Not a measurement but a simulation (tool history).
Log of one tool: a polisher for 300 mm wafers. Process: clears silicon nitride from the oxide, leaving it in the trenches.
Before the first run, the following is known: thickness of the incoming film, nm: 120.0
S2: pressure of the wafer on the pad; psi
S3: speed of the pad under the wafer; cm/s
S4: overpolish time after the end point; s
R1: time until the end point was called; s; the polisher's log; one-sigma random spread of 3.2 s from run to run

run 1 hour=0 | flow_of_slurry_(ml/min)=130 S2=2.7 S3=102 S4=39 | R1=130.49
run 2 hour=6.2 | flow_of_slurry_(ml/min)=125 S2=2.3 S3=98 S4=39 | R1=161.51
run 3 hour=8.3 | flow_of_slurry_(ml/min)=120 S2=2 S3=98 S4=39 | R1=182.46
run 4 hour=10.9 | flow_of_slurry_(ml/min)=120 S2=1.8 S3=98 S4=39 | R1=206.14
run 5 hour=11.7 | flow_of_slurry_(ml/min)=120 S2=1.8 S3=98 S4=39 | R1=203.51
run 6 hour=16.3 | flow_of_slurry_(ml/min)=140 S2=1.8 S3=98 S4=39 | R1=197.04
run 7 hour=17.5 | flow_of_slurry_(ml/min)=140 S2=1.7 S3=98 S4=39 | R1=209.43
run 8 hour=24.3 | flow_of_slurry_(ml/min)=140 S2=1.6 S3=98 S4=39 | R1=222.36

Run 9, settings as shown, results not yet in. Your forecast:
run 9 hour=25.6 | flow_of_slurry_(ml/min)=140 S2=1.5 S3=98 S4=39 | R1=?

Run 9 produced R1 235.95 s.

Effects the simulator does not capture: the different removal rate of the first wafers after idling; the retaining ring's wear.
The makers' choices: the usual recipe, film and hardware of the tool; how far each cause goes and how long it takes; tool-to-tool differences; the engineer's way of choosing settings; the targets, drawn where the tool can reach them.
